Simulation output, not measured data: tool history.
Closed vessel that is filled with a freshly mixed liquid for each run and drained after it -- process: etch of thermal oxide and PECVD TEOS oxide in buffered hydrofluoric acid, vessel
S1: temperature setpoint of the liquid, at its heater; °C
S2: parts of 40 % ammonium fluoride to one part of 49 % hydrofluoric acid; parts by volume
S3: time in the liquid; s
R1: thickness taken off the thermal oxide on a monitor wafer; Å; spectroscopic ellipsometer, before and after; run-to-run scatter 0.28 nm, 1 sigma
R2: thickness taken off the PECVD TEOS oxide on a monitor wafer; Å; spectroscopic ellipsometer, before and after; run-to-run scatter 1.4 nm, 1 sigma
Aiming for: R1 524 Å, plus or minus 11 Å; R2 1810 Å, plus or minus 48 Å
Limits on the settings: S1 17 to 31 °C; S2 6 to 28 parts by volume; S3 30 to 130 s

run 1 hour=0 | S1=23 S2=17 S3=65 | R1=388.12 R2=1344.7
run 2 hour=5 | S1=20 S2=17 S3=65 | R1=326.35 R2=1115.8
run 3 hour=13.3 | S1=22.5 S2=17 S3=65 | R1=377.1 R2=1299.2
run 4 hour=16.4 | S1=24.5 S2=17 S3=65 | R1=421.67 R2=1440.8
run 5 hour=21.1 | S1=25.5 S2=17 S3=65 | R1=447.38 R2=1533.3
run 6 hour=23.1 | S1=25.5 S2=17 S3=55 | R1=377.77 R2=1301.3
run 7 hour=28.3 | S1=27.5 S2=17 S3=55 | R1=419.56 R2=1448.2
run 8 hour=35.6 | S1=27.5 S2=17 S3=55 | R1=419.05 R2=1428.8
run 9 hour=39.4 | S1=28.5 S2=16.5 S3=55 | R1=457.57 R2=1577.8
run 10 hour=45.2 | S1=29.5 S2=16.5 S3=55 | R1=479.17 R2=1649.3
run 11 hour=52.6 | S1=30 S2=16.5 S3=55 | R1=492.64 R2=1691.5
run 12 hour=60.9 | S1=30.5 S2=16.5 S3=55 | R1=499.35 R2=1752.8

Pick the move, out of 5, that brings all results within their allowed miss; only one does.
run A hour=69.2 | S1=27 S2=11.5 S3=45 | R1=? R2=?
run B hour=69.2 | S1=30 S2=15.5 S3=55 | R1=? R2=?
run C hour=69.2 | S1=31 S2=17.5 S3=55 | R1=? R2=?
run D hour=69.2 | S1=28 S2=14.5 S3=55 | R1=? R2=?
run E hour=69.2 | S1=23.5 S2=15 S3=70 | R1=? R2=?

move=A R1=487.18 R2=1676.7
move=B R1=521.32 R2=1794.2
move=C R1=487.74 R2=1678.6
move=D R1=500.67 R2=1723.1
move=E R1=483.37 R2=1663.6
A: misses by more than the last run did
B: every result lands within tolerance
C: misses by more than the last run did
D: gains on the last run, yet a result remains outside its allowed miss
E: misses by more than the last run did
So the answer is move B, the one that meets all the targets.

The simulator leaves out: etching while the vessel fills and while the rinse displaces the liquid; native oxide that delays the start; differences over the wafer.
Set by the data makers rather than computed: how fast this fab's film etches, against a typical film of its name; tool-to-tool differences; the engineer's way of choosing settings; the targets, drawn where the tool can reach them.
